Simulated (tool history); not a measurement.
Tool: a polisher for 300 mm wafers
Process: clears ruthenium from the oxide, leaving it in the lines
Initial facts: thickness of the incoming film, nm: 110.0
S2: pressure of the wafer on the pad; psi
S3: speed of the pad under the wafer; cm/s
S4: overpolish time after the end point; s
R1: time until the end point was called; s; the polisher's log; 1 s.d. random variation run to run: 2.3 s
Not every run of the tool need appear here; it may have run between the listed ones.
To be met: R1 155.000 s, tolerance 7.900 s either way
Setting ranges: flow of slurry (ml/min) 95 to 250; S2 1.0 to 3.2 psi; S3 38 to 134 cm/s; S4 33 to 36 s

{"run": 1, "hour": 0.0, "flow of slurry (ml/min)": 160, "S2": 2.1, "S3": 86, "S4": 33, "R1": 107.98}
{"run": 2, "hour": 1.3, "flow of slurry (ml/min)": 160, "S2": 2.4, "S3": 86, "S4": 33, "R1": 97.088}
{"run": 3, "hour": 5.2, "flow of slurry (ml/min)": 160, "S2": 2.1, "S3": 84, "S4": 33, "R1": 110.64}
{"run": 4, "hour": 12.5, "flow of slurry (ml/min)": 160, "S2": 1.9, "S3": 82, "S4": 33, "R1": 126.37}
{"run": 5, "hour": 14.8, "flow of slurry (ml/min)": 160, "S2": 1.9, "S3": 100, "S4": 33, "R1": 101.27}
{"run": 6, "hour": 20.5, "flow of slurry (ml/min)": 160, "S2": 1.7, "S3": 98, "S4": 33, "R1": 114.6}
{"run": 7, "hour": 28.3, "flow of slurry (ml/min)": 160, "S2": 1.5, "S3": 98, "S4": 33, "R1": 127.23}
{"run": 8, "hour": 32.7, "flow of slurry (ml/min)": 160, "S2": 1.4, "S3": 98, "S4": 33, "R1": 135.5}
{"run": 9, "hour": 37.0, "flow of slurry (ml/min)": 160, "S2": 1.3, "S3": 98, "S4": 33, "R1": 146.99}

Which of these 4 next moves meets every target?
{"run": "A", "hour": 41.3, "flow of slurry (ml/min)": 200, "S2": 1.2, "S3": 102, "S4": 35, "R1": "?"}
{"run": "B", "hour": 41.3, "flow of slurry (ml/min)": 155, "S2": 1.3, "S3": 90, "S4": 36, "R1": "?"}
{"run": "C", "hour": 41.3, "flow of slurry (ml/min)": 160, "S2": 1.0, "S3": 128, "S4": 36, "R1": "?"}
{"run": "D", "hour": 41.3, "flow of slurry (ml/min)": 150, "S2": 1.4, "S3": 96, "S4": 33, "R1": "?"}

move=A R1=144.510
move=B R1=159.560
move=C R1=138.080
move=D R1=142.020
A: its largest miss is bigger than the last run's
B: all results in spec
C: its largest miss is bigger than the last run's
D: its largest miss is bigger than the last run's
Go with B: it meets all targets.
